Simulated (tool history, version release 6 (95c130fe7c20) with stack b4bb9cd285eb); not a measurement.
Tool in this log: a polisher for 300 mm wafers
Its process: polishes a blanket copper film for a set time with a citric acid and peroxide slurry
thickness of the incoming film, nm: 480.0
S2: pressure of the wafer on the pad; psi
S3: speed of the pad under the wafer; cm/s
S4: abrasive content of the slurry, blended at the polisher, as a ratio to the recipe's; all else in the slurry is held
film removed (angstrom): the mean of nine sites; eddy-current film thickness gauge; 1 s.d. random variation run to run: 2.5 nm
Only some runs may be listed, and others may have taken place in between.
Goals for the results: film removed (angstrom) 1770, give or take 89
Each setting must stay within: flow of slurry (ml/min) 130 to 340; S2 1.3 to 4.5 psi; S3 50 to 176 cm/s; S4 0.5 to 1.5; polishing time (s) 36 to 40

Run 1, hour 0: flow of slurry (ml/min) 220, S2 2.9 psi, S3 112 cm/s, S4 1, polishing time (s) 40. Result: film removed (angstrom) 1156.6.
Run 2, hour 6.8: flow of slurry (ml/min) 220, S2 3.2 psi, S3 112 cm/s, S4 1, polishing time (s) 40. Result: film removed (angstrom) 1259.2.
Run 3, hour 11.5: flow of slurry (ml/min) 220, S2 3.2 psi, S3 112 cm/s, S4 1, polishing time (s) 36. Result: film removed (angstrom) 1121.1.
Run 4, hour 20.6: flow of slurry (ml/min) 175, S2 3.2 psi, S3 112 cm/s, S4 1, polishing time (s) 36. Result: film removed (angstrom) 1092.9.
Run 5, hour 25.8: flow of slurry (ml/min) 175, S2 3.2 psi, S3 112 cm/s, S4 1, polishing time (s) 40. Result: film removed (angstrom) 1210.5.
Run 6, hour 29.3: flow of slurry (ml/min) 175, S2 3.6 psi, S3 114 cm/s, S4 1, polishing time (s) 40. Result: film removed (angstrom) 1405.
Run 7, hour 31.3: flow of slurry (ml/min) 175, S2 3.8 psi, S3 114 cm/s, S4 1, polishing time (s) 40. Result: film removed (angstrom) 1427.8.
Run 8, hour 38.6: flow of slurry (ml/min) 175, S2 4 psi, S3 116 cm/s, S4 1, polishing time (s) 40. Result: film removed (angstrom) 1542.2.
Run 9, hour 44.2: flow of slurry (ml/min) 175, S2 4.2 psi, S3 116 cm/s, S4 1, polishing time (s) 40. Result: film removed (angstrom) 1640.9.
Run 10, hour 49.2: flow of slurry (ml/min) 175, S2 4.3 psi, S3 116 cm/s, S4 1, polishing time (s) 40. Result: film removed (angstrom) 1648.2.

5 next moves are on the table. One of them brings every result within its allowed miss. Which?
Run A, hour 54.2: flow of slurry (ml/min) 255, S2 3.7 psi, S3 164 cm/s, S4 0.95, polishing time (s) 40. Result: film removed (angstrom) ?.
Run B, hour 54.2: flow of slurry (ml/min) 200, S2 4.5 psi, S3 134 cm/s, S4 1.05, polishing time (s) 40. Result: film removed (angstrom) ?.
Run C, hour 54.2: flow of slurry (ml/min) 160, S2 4.1 psi, S3 124 cm/s, S4 1.05, polishing time (s) 37. Result: film removed (angstrom) ?.
Run D, hour 54.2: flow of slurry (ml/min) 180, S2 4.4 psi, S3 134 cm/s, S4 1.05, polishing time (s) 40. Result: film removed (angstrom) ?.
Run E, hour 54.2: flow of slurry (ml/min) 165, S2 4.3 psi, S3 150 cm/s, S4 1, polishing time (s) 36. Result: film removed (angstrom) ?.

move  film removed (angstrom)
   A                   1905.4
   B                   1988.8
   C                   1549.4
   D                   1922.5
   E                     1794
A: takes the result that was furthest off past its target
B: takes the result that was furthest off past its target
C: moves away from the targets compared with the last run
D: takes the result that was furthest off past its target
E: all results land within tolerance of their targets
So the answer is move E, the one that meets all the targets.

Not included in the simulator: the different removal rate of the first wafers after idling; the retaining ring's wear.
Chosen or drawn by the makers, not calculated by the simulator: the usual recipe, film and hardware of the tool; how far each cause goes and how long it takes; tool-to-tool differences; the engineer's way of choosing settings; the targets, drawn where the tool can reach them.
